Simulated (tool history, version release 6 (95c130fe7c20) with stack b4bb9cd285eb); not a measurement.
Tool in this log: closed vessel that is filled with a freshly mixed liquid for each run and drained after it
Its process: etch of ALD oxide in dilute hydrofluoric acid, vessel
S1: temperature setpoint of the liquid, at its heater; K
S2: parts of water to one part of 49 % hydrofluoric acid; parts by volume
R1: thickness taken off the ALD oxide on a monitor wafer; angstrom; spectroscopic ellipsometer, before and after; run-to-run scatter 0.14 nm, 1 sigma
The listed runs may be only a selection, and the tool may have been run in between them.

{"run": 1, "hour": 0.0, "S1": 297.15, "S2": 165, "time in the liquid (s)": 335, "R1": 290.73}
{"run": 2, "hour": 3.6, "S1": 299.65, "S2": 160, "time in the liquid (s)": 335, "R1": 333.78}
{"run": 3, "hour": 6.2, "S1": 301.15, "S2": 155, "time in the liquid (s)": 335, "R1": 364.56}
{"run": 4, "hour": 10.8, "S1": 301.15, "S2": 155, "time in the liquid (s)": 360, "R1": 392.19}
{"run": 5, "hour": 12.1, "S1": 299.65, "S2": 155, "time in the liquid (s)": 360, "R1": 369.45}
{"run": 6, "hour": 20.2, "S1": 299.65, "S2": 155, "time in the liquid (s)": 360, "R1": 371.87}
{"run": 7, "hour": 22.7, "S1": 301.15, "S2": 155, "time in the liquid (s)": 360, "R1": 391.39}
{"run": 8, "hour": 27.6, "S1": 302.15, "S2": 155, "time in the liquid (s)": 360, "R1": 405.14}
{"run": 9, "hour": 33.6, "S1": 303.15, "S2": 155, "time in the liquid (s)": 360, "R1": 419.16}
{"run": 10, "hour": 37.5, "S1": 303.15, "S2": 155, "time in the liquid (s)": 360, "R1": 419.79}

Expected results for the next run?
{"run": 11, "hour": 39.9, "S1": 303.65, "S2": 155, "time in the liquid (s)": 360, "R1": "?"}

R1: 428.95 angstrom
